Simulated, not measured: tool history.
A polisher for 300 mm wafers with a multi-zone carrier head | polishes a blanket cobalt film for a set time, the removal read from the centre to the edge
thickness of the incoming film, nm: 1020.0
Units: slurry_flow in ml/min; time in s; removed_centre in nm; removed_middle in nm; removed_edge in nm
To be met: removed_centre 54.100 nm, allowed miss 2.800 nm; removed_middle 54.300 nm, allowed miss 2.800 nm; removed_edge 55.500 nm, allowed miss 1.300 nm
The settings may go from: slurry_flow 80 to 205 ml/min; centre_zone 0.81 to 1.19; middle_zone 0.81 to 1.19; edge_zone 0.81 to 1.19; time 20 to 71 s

| run | hour | slurry_flow | centre_zone | middle_zone | edge_zone | time | removed_centre | removed_middle | removed_edge |
|---|---|---|---|---|---|---|---|---|---|
| 1 | 0.0 | 135 | 1.00 | 1.00 | 1.00 | 45 | 120.030 | 115.630 | 116.050 |
| 2 | 5.5 | 125 | 0.98 | 0.98 | 0.97 | 41 | 103.500 | 98.614 | 104.250 |
| 3 | 12.0 | 125 | 0.98 | 0.98 | 0.97 | 45 | 115.790 | 109.790 | 114.080 |
| 4 | 13.9 | 115 | 0.97 | 0.99 | 0.94 | 41 | 98.974 | 98.800 | 101.810 |
| 5 | 20.7 | 110 | 0.98 | 0.99 | 0.92 | 37 | 89.549 | 88.838 | 88.892 |
| 6 | 21.4 | 105 | 0.98 | 0.98 | 0.91 | 34 | 83.894 | 79.918 | 81.167 |
| 7 | 26.5 | 100 | 0.97 | 0.98 | 0.90 | 32 | 73.315 | 71.835 | 76.291 |
| 8 | 30.0 | 100 | 0.97 | 0.98 | 0.89 | 30 | 68.836 | 67.749 | 70.038 |
| 9 | 36.3 | 90 | 0.91 | 0.93 | 0.82 | 22 | 45.865 | 45.824 | 47.974 |
| 10 | 42.5 | 95 | 0.91 | 0.94 | 0.83 | 22 | 47.873 | 47.983 | 49.169 |
| 11 | 47.5 | 95 | 0.92 | 0.95 | 0.84 | 22 | 46.943 | 49.149 | 49.529 |
| 12 | 55.2 | 95 | 0.93 | 0.95 | 0.85 | 22 | 48.948 | 49.253 | 49.817 |
| 13 | 56.5 | 95 | 0.94 | 0.96 | 0.87 | 22 | 50.594 | 48.335 | 50.518 |
| 14 | 57.7 | 95 | 0.94 | 0.98 | 0.88 | 22 | 49.067 | 50.806 | 50.783 |
| 15 | 61.4 | 95 | 0.95 | 0.98 | 0.90 | 22 | 49.320 | 50.946 | 51.525 |

4 next moves are on the table. One of them brings every result within its allowed miss. Which?
| A | 65.1 | 85 | 0.91 | 0.93 | 0.86 | 26 | ? | ? | ? |
| B | 65.1 | 120 | 1.12 | 0.86 | 0.86 | 22 | ? | ? | ? |
| C | 65.1 | 135 | 0.99 | 1.01 | 0.82 | 21 | ? | ? | ? |
| D | 65.1 | 130 | 0.98 | 1.03 | 1.04 | 21 | ? | ? | ? |

| move | removed_centre | removed_middle | removed_edge |
|---|---|---|---|
| A | 53.056 | 54.884 | 57.634 |
| B | 61.810 | 48.643 | 52.617 |
| C | 54.514 | 54.697 | 50.083 |
| D | 53.476 | 55.108 | 55.571 |
A: takes the result that was furthest off past its target
B: nearer than the last run, and not there yet
C: further off than the last run
D: meets every target
Move D is the one to make.
